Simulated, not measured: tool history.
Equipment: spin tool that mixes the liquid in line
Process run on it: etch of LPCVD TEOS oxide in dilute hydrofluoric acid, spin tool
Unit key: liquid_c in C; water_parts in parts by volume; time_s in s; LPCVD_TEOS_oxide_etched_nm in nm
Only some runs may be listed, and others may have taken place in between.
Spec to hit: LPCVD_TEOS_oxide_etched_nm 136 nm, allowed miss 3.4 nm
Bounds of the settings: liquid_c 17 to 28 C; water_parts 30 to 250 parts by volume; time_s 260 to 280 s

{"run": 1, "hour": 0.0, "liquid_c": 20, "water_parts": 140, "time_s": 260, "LPCVD_TEOS_oxide_etched_nm": 55.235}
{"run": 2, "hour": 4.1, "liquid_c": 20, "water_parts": 115, "time_s": 260, "LPCVD_TEOS_oxide_etched_nm": 68.576}
{"run": 3, "hour": 10.8, "liquid_c": 22.5, "water_parts": 100, "time_s": 260, "LPCVD_TEOS_oxide_etched_nm": 89.279}
{"run": 4, "hour": 13.7, "liquid_c": 22.5, "water_parts": 100, "time_s": 280, "LPCVD_TEOS_oxide_etched_nm": 96.564}
{"run": 5, "hour": 20.2, "liquid_c": 24.5, "water_parts": 95, "time_s": 280, "LPCVD_TEOS_oxide_etched_nm": 111.22}
{"run": 6, "hour": 23.1, "liquid_c": 22, "water_parts": 95, "time_s": 280, "LPCVD_TEOS_oxide_etched_nm": 99.635}
{"run": 7, "hour": 31.6, "liquid_c": 24, "water_parts": 95, "time_s": 280, "LPCVD_TEOS_oxide_etched_nm": 108.87}
{"run": 8, "hour": 37.8, "liquid_c": 25.5, "water_parts": 95, "time_s": 280, "LPCVD_TEOS_oxide_etched_nm": 115.35}
{"run": 9, "hour": 44.6, "liquid_c": 26.5, "water_parts": 90, "time_s": 280, "LPCVD_TEOS_oxide_etched_nm": 127.79}

Consider the 5 candidate settings below. Which is the only one whose results all fall within their allowed miss of target?
{"run": "A", "hour": 51.4, "liquid_c": 25, "water_parts": 85, "time_s": 280, "LPCVD_TEOS_oxide_etched_nm": "?"}
{"run": "B", "hour": 51.4, "liquid_c": 25, "water_parts": 75, "time_s": 280, "LPCVD_TEOS_oxide_etched_nm": "?"}
{"run": "C", "hour": 51.4, "liquid_c": 25, "water_parts": 80, "time_s": 280, "LPCVD_TEOS_oxide_etched_nm": "?"}
{"run": "D", "hour": 51.4, "liquid_c": 24, "water_parts": 80, "time_s": 270, "LPCVD_TEOS_oxide_etched_nm": "?"}
{"run": "E", "hour": 51.4, "liquid_c": 21, "water_parts": 70, "time_s": 265, "LPCVD_TEOS_oxide_etched_nm": "?"}

move=A LPCVD_TEOS_oxide_etched_nm=127.76
move=B LPCVD_TEOS_oxide_etched_nm=146.69
move=C LPCVD_TEOS_oxide_etched_nm=136.63
move=D LPCVD_TEOS_oxide_etched_nm=126.58
move=E LPCVD_TEOS_oxide_etched_nm=127.15
A: no nearer and no further than the last run
B: pushes the last run's worst result past its target
C: every result lands within tolerance
D: the biggest miss grows against the last run
E: the biggest miss grows against the last run
C meets every target.

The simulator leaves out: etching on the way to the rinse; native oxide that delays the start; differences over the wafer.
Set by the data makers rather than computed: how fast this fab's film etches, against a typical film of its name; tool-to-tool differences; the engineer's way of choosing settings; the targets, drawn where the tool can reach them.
